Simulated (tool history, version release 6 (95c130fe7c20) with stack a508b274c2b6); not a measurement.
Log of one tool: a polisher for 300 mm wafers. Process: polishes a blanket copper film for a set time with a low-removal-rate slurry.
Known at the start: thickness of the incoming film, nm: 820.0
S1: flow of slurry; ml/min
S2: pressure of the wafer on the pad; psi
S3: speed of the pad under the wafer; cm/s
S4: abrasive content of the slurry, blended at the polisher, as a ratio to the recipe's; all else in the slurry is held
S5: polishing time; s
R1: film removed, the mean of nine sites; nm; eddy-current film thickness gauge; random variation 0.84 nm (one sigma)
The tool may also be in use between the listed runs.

run  hour   S1   S2   S3   S4  S5      R1
  1     0  315  3.1  100    1  30  80.051
  2   3.8  315  2.7  100    1  30  72.324
  3     6  315  2.7  100  1.1  30  76.342
  4   9.1  320  3.3  100  1.1  30  84.995
  5  17.2  320  3.3  122  1.1  30  102.99
  6    21  320  3.5  122  1.1  30  106.92

The next listed run, before its measurement:
  7  21.5  320  3.7  122  1.1  30   ?

{"run 7": {"R1": 112.97}}

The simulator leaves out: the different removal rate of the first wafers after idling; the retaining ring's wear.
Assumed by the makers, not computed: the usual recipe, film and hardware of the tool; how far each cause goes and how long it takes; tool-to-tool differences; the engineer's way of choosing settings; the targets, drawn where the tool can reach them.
